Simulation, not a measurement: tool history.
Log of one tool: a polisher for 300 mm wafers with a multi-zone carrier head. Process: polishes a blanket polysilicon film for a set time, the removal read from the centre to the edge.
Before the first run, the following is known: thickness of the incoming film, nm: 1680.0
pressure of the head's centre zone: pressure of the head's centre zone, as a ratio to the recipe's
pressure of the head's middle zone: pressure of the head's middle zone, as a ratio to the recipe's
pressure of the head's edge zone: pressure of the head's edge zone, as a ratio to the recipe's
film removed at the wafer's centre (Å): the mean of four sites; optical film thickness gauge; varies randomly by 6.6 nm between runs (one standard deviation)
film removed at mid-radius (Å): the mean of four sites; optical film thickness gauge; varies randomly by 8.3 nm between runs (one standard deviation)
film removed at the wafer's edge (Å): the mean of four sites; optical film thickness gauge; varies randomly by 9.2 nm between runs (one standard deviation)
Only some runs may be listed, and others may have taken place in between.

run	hour	flow of slurry (ml/min)	pressure of the head's centre zone	pressure of the head's middle zone	pressure of the head's edge zone	polishing time (s)	film removed at the wafer's centre (Å)	film removed at mid-radius (Å)	film removed at the wafer's edge (Å)
1	0	210	1	1	1	55	6026.4	5973.3	6000.1
2	9	175	1	1	1	55	5882.4	5896.4	5889.7
3	17.1	140	1	1	1	55	5839.8	5725.7	5943
4	19.7	140	1.06	1	1	55	6147.9	5787.2	5865.6
5	28.7	140	1.06	1	1	47	5182.6	4895.8	5033.1
6	32.9	135	1.04	1.02	1.03	52	5566.4	5524.7	5629.1
7	40.5	135	1.04	1.04	1.06	56	6075.5	5987.9	6198.5
8	41.5	140	1.03	1.07	1.08	59	6338.1	6404.9	6454.1

Expected results for the next run?
9	46.3	140	1.01	1.09	1.1	62	?	?	?

film removed at the wafer's centre (Å): 6434.5
film removed at mid-radius (Å): 6875.1
film removed at the wafer's edge (Å): 6960.4
